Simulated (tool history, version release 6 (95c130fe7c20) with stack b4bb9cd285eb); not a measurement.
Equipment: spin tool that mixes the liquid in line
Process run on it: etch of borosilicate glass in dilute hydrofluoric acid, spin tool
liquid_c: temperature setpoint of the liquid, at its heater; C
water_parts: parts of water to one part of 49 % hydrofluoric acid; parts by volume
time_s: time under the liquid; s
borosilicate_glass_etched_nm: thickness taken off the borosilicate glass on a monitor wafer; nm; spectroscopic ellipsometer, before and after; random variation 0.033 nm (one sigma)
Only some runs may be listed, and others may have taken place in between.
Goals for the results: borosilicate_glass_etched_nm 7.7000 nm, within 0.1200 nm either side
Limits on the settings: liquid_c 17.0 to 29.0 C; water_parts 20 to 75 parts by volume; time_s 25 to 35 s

run 1 hour=0.0 | liquid_c=21.0 water_parts=45 time_s=35 | borosilicate_glass_etched_nm=14.7550
run 2 hour=6.1 | liquid_c=20.5 water_parts=50 time_s=35 | borosilicate_glass_etched_nm=12.8770
run 3 hour=12.7 | liquid_c=20.0 water_parts=55 time_s=35 | borosilicate_glass_etched_nm=11.4280
run 4 hour=18.1 | liquid_c=19.5 water_parts=55 time_s=35 | borosilicate_glass_etched_nm=11.1490
run 5 hour=25.1 | liquid_c=19.0 water_parts=55 time_s=35 | borosilicate_glass_etched_nm=10.8880
run 6 hour=26.3 | liquid_c=22.5 water_parts=55 time_s=35 | borosilicate_glass_etched_nm=12.7530
run 7 hour=35.2 | liquid_c=21.5 water_parts=55 time_s=35 | borosilicate_glass_etched_nm=12.2200
run 8 hour=37.1 | liquid_c=20.5 water_parts=55 time_s=35 | borosilicate_glass_etched_nm=11.7160
run 9 hour=43.4 | liquid_c=20.0 water_parts=55 time_s=35 | borosilicate_glass_etched_nm=11.3900
run 10 hour=52.1 | liquid_c=19.5 water_parts=55 time_s=35 | borosilicate_glass_etched_nm=11.2060

Which one of the following 4 next-run settings gets every result inside its allowed miss? There is exactly one.
run A hour=60.8 | liquid_c=18.5 water_parts=55 time_s=25 | borosilicate_glass_etched_nm=?
run B hour=60.8 | liquid_c=20.0 water_parts=60 time_s=25 | borosilicate_glass_etched_nm=?
run C hour=60.8 | liquid_c=17.5 water_parts=55 time_s=25 | borosilicate_glass_etched_nm=?
run D hour=60.8 | liquid_c=22.5 water_parts=75 time_s=25 | borosilicate_glass_etched_nm=?

move=A borosilicate_glass_etched_nm=7.6690
move=B borosilicate_glass_etched_nm=7.4491
move=C borosilicate_glass_etched_nm=7.3462
move=D borosilicate_glass_etched_nm=6.4924
A: all results land within tolerance of their targets
B: the result that was furthest off in the last run now lies on the other side of its target
C: the result that was furthest off in the last run now lies on the other side of its target
D: the result that was furthest off in the last run now lies on the other side of its target
Correct choice: A, which meets every target
